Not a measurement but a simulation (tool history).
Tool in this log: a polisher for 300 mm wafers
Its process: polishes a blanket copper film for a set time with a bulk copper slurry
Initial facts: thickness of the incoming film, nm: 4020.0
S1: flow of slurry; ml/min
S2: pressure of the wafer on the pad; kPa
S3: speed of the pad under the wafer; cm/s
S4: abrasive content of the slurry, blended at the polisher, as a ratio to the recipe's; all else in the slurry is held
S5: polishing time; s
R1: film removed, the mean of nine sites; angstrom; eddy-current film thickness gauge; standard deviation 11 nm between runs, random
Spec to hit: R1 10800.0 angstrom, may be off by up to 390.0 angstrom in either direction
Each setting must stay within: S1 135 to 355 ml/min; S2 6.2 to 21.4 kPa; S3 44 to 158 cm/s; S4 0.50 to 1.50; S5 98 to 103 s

run 1 hour=0.0 | S1=225 S2=13.8 S3=100 S4=1.00 S5=98 | R1=6879.6
run 2 hour=7.0 | S1=185 S2=13.8 S3=100 S4=1.00 S5=98 | R1=6857.4
run 3 hour=15.9 | S1=185 S2=14.5 S3=100 S4=1.00 S5=98 | R1=7087.2
run 4 hour=21.5 | S1=185 S2=15.2 S3=100 S4=1.00 S5=98 | R1=7374.1
run 5 hour=28.0 | S1=185 S2=15.9 S3=100 S4=1.00 S5=98 | R1=7612.5
run 6 hour=33.8 | S1=185 S2=16.5 S3=100 S4=1.00 S5=98 | R1=7879.4
run 7 hour=42.5 | S1=185 S2=17.2 S3=102 S4=1.00 S5=98 | R1=8302.4
run 8 hour=43.2 | S1=185 S2=17.2 S3=102 S4=1.00 S5=98 | R1=8263.4
run 9 hour=51.1 | S1=185 S2=17.9 S3=104 S4=1.00 S5=98 | R1=8801.1
run 10 hour=53.1 | S1=185 S2=18.6 S3=104 S4=1.00 S5=98 | R1=9132.1
run 11 hour=60.1 | S1=185 S2=18.6 S3=104 S4=1.00 S5=98 | R1=8995.1
run 12 hour=67.6 | S1=185 S2=18.6 S3=104 S4=1.00 S5=98 | R1=9013.3
run 13 hour=70.7 | S1=185 S2=19.3 S3=104 S4=1.00 S5=98 | R1=9270.1
run 14 hour=72.4 | S1=185 S2=19.3 S3=106 S4=1.00 S5=98 | R1=9623.8
run 15 hour=80.3 | S1=185 S2=20.7 S3=106 S4=1.00 S5=98 | R1=10270.0

4 next moves are on the table. One of them brings every result within its allowed miss. Which?
run A hour=88.2 | S1=135 S2=20.0 S3=100 S4=1.40 S5=103 | R1=?
run B hour=88.2 | S1=135 S2=20.7 S3=114 S4=0.85 S5=98 | R1=?
run C hour=88.2 | S1=140 S2=20.0 S3=116 S4=1.00 S5=101 | R1=?
run D hour=88.2 | S1=170 S2=20.7 S3=96 S4=1.05 S5=103 | R1=?

move=A R1=10207.0
move=B R1=10236.0
move=C R1=10746.0
move=D R1=9794.7
A: its largest miss is bigger than the last run's
B: its largest miss is bigger than the last run's
C: in spec on every target
D: its largest miss is bigger than the last run's
Correct choice: C, which meets every target

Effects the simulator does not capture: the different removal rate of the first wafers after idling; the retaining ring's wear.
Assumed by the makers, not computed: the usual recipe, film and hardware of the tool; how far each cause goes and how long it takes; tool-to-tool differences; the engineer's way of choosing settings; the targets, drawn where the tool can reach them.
